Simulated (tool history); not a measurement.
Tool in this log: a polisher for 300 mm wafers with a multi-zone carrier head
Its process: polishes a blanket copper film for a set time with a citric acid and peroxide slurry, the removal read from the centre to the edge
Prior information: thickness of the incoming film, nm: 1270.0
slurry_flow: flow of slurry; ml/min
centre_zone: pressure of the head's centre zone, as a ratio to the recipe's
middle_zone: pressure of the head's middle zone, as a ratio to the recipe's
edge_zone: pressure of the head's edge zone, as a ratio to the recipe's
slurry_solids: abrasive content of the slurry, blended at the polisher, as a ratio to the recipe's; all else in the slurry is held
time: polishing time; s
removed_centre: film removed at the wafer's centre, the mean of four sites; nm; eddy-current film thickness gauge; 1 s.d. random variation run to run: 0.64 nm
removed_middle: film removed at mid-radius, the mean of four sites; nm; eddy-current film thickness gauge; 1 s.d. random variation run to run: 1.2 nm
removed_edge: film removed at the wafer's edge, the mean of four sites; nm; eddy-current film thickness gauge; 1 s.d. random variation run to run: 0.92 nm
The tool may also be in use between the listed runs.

run	hour	slurry_flow	centre_zone	middle_zone	edge_zone	slurry_solids	time	removed_centre	removed_middle	removed_edge
1	0	295	1	1	1	1	36	68.203	67.592	65.206
2	0.5	295	1	1	1	0.85	36	65.236	65.417	63.766
3	8.5	295	1	1	1	0.85	30	54.586	54.897	53.723
4	14.3	295	1	0.99	1.02	0.95	32	60.444	60.519	59.06
5	15.8	295	1	0.99	1.02	0.95	27	50.12	50.865	49.868
6	22.5	295	1	0.99	1.02	0.8	27	48.742	46.617	48.3
7	27.7	295	1	0.97	1.04	0.9	29	53.693	51.652	53.122
8	30	295	1	0.96	1.06	1	31	58.869	57.315	57.994
9	32.8	295	0.99	0.94	1.07	1.05	33	63.579	59.336	63.512
10	37.2	295	0.99	0.94	1.08	1.1	34	66.066	62.705	66.566
11	40.6	295	0.99	0.94	1.09	1.15	35	67.715	66.812	68.991
12	48.9	295	1	0.93	1.1	1.2	36	71.482	68.148	72.809
13	54.8	300	1.01	0.93	1.11	1.25	37	75.724	70.393	75.461
14	57.5	300	1.01	0.93	1.12	1.3	38	78.219	71.491	79.226
15	60	300	1.01	0.94	1.12	1.35	39	81.414	75.657	80.206
16	62	300	1.01	0.94	1.13	1.35	39	79.41	78.717	82.094
17	71	340	1.11	0.92	1.19	1.5	40	93.087	77.057	90.599
18	77.4	340	1.11	0.93	1.19	1.5	40	92.556	81.188	88.484
19	83.5	340	1.1	0.93	1.19	1.5	40	93.024	79.228	88.042

For run 20, what comes out?
20	84.7	335	1.09	0.93	1.19	1.5	40	?	?	?

Run 20 gave removed_centre 91.495 nm, removed_middle 79.135 nm, removed_edge 86.889 nm.
